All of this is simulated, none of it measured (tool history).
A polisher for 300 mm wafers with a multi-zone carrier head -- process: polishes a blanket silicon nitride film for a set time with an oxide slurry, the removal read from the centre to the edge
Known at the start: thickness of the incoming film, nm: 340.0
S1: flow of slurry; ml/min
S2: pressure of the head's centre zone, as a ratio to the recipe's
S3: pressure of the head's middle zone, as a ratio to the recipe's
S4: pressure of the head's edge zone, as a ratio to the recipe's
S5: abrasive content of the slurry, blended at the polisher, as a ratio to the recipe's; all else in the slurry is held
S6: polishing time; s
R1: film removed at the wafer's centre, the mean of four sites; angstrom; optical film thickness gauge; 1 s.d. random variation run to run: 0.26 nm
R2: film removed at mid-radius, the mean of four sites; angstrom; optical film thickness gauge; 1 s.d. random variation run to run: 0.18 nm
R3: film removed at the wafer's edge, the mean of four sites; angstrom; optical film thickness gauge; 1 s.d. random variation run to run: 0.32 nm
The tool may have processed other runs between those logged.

run  hour   S1    S2    S3    S4    S5  S6      R1      R2      R3
  1     0  315     1     1     1     1  68  493.65  489.48  490.26
  2   1.4  315     1     1  1.07     1  68  499.15  492.43  505.35
  3   6.3  315  0.99  0.98  1.05  0.95  66  476.64   462.7  481.73
  4   8.9  345  0.99  0.98  1.05  0.95  66  476.56  467.39  481.36
  5  15.1  340  0.98  0.97  1.04   0.9  64  443.91   436.4  465.51
  6  19.1  340  0.98  1.03  1.04   0.9  64   445.7  455.35  454.73
  7  21.6  305  0.91  0.93  0.94  0.65  45  262.72   269.9  267.61
  8    28  305  0.91  0.92  0.95  0.65  45  257.27  268.78   276.3
  9  31.9  305  0.91  0.91  0.95  0.65  45   257.1  269.47  274.97

Expected results for the next run?
 10  40.6  305  0.91  0.9  0.95  0.65  45   ?   ?   ?

Run 10 produced R1 257.24 angstrom, R2 262.25 angstrom, R3 276.8 angstrom.
